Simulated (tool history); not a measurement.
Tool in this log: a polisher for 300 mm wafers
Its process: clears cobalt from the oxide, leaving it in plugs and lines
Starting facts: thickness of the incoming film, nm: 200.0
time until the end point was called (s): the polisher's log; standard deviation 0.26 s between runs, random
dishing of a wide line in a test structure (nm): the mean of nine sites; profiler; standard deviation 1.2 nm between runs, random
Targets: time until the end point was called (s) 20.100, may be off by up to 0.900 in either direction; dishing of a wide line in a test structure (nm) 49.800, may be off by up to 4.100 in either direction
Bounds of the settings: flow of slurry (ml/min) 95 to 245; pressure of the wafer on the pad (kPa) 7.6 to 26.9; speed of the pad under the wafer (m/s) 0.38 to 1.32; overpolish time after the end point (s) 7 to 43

run	hour	flow of slurry (ml/min)	pressure of the wafer on the pad (kPa)	speed of the pad under the wafer (m/s)	overpolish time after the end point (s)	time until the end point was called (s)	dishing of a wide line in a test structure (nm)
1	0.0	155	17.2	0.84	22	34.202	44.223
2	1.4	160	20.0	0.84	21	29.923	48.125
3	2.0	160	22.1	0.86	17	26.482	43.654
4	6.1	160	23.4	0.86	18	25.034	45.466
5	7.5	160	23.4	0.68	18	30.942	42.578
6	13.0	160	23.4	0.68	15	31.866	40.637
7	18.3	165	24.8	0.74	17	26.754	45.737
8	21.1	165	24.8	0.74	17	26.625	43.439
9	26.3	170	25.5	0.78	18	24.619	46.214
10	27.8	170	26.2	0.82	18	23.942	47.605
11	32.3	170	26.2	0.82	18	23.007	48.255
12	34.0	170	26.2	0.84	18	22.675	47.440
13	37.9	170	26.2	0.86	18	21.973	47.796
14	44.7	170	26.2	0.88	18	21.775	49.212
15	51.5	170	26.2	0.90	18	21.259	49.334

4 next moves are on the table. One of them brings every result within its allowed miss. Which?
A	58.3	145	24.8	1.12	31	?	?
B	58.3	145	26.9	0.94	10	?	?
C	58.3	170	22.8	1.22	18	?	?
D	58.3	170	26.2	0.96	25	?	?

move	time until the end point was called (s)	dishing of a wide line in a test structure (nm)
A	18.981	52.679
B	20.820	44.150
C	18.551	51.422
D	20.420	52.302
A: pushes the last run's worst result past its target
B: brings the result that was furthest off to its target, and leaves another outside
C: pushes the last run's worst result past its target
D: each result inside its tolerance
Move D is the one to make.
